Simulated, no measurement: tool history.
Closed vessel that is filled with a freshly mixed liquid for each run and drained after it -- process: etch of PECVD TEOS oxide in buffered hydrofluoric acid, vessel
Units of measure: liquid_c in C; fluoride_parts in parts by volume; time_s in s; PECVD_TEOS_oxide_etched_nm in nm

run 1 day=0 | liquid_c=25 fluoride_parts=16 time_s=90 | PECVD_TEOS_oxide_etched_nm=121.11
run 2 day=0.292 | liquid_c=28 fluoride_parts=16 time_s=90 | PECVD_TEOS_oxide_etched_nm=141.79
run 3 day=0.479 | liquid_c=24.5 fluoride_parts=16 time_s=90 | PECVD_TEOS_oxide_etched_nm=119.24
run 4 day=0.538 | liquid_c=26 fluoride_parts=16 time_s=90 | PECVD_TEOS_oxide_etched_nm=128.03
run 5 day=0.808 | liquid_c=24 fluoride_parts=16 time_s=90 | PECVD_TEOS_oxide_etched_nm=114.73
-- day=0.938 thermometer replaced
run 6 day=0.938 | liquid_c=25.5 fluoride_parts=16 time_s=90 | PECVD_TEOS_oxide_etched_nm=112.09
run 7 day=1.075 | liquid_c=27 fluoride_parts=16 time_s=90 | PECVD_TEOS_oxide_etched_nm=120.55
run 8 day=1.346 | liquid_c=28 fluoride_parts=15.5 time_s=90 | PECVD_TEOS_oxide_etched_nm=131.07

For run 9, what comes out?
run 9 day=1.458 | liquid_c=29 fluoride_parts=15 time_s=90 | PECVD_TEOS_oxide_etched_nm=?

PECVD_TEOS_oxide_etched_nm: 145.07 nm
